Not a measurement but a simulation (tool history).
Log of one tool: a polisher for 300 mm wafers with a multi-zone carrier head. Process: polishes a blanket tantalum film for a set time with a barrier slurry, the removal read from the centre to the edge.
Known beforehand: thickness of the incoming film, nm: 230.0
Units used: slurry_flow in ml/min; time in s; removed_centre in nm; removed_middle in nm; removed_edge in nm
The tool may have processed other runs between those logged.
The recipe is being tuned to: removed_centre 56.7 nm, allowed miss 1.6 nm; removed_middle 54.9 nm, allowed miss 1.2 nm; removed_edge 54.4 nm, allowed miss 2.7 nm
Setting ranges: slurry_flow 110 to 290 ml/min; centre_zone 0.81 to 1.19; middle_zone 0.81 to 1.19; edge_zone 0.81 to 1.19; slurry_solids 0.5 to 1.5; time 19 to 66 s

run  hour  slurry_flow  centre_zone  middle_zone  edge_zone  slurry_solids  time  removed_centre  removed_middle  removed_edge
  1     0          185            1            1          1              1    42          85.854          84.222        86.255
  2   4.7          185            1         0.96          1              1    42          86.155          81.715        85.941
  3   9.5          180         0.99         0.95       0.96            0.9    40          79.163           75.79        81.048
  4  11.2          190            1         0.97       0.94            0.8    37           72.57          70.074        71.384
  5  19.5          190            1         1.02       0.94            0.8    37           73.18          73.081        70.031
  6  20.8          190            1         1.02       0.94            0.7    37          71.339          72.372        67.788
  7  21.7          190            1         1.02       0.94            0.7    37          71.602          72.326         70.15
  8    25          195            1            1       0.92           0.65    35          66.701          66.177        64.842
     32.6  -- slurry nozzle cleaned
  9  32.6          160         0.97         0.92       0.82            0.5    33          61.368          58.096        57.788
 10  34.4          155         0.96         0.92       0.82            0.5    32          58.435          57.024         56.14
 11  42.3          125         0.97          0.9       0.81            0.5    32          56.797          53.173        54.035

Next run, 5 choices. One meets every target within its allowed miss, the rest don't. Which?
  A  50.2          135         1.01         0.88       0.81            0.5    30               ?               ?             ?
  B  50.2          130         0.95         0.92       0.81            0.5    32               ?               ?             ?
  C  50.2          115         1.07         0.96       0.81            0.7    29               ?               ?             ?
  D  50.2          115         0.97         0.86       0.83            0.5    32               ?               ?             ?
  E  50.2          115         1.01         0.92       0.81            0.5    31               ?               ?             ?

move  removed_centre  removed_middle  removed_edge
   A          56.646          49.708        51.162
   B          56.397          54.667        54.287
   C          59.325           52.97         51.11
   D          56.105           50.53        54.042
   E          56.635          51.753        51.755
A: misses by more than the last run did
B: all results land within tolerance of their targets
C: misses by more than the last run did
D: misses by more than the last run did
E: misses by more than the last run did
Correct choice: B, which meets every target
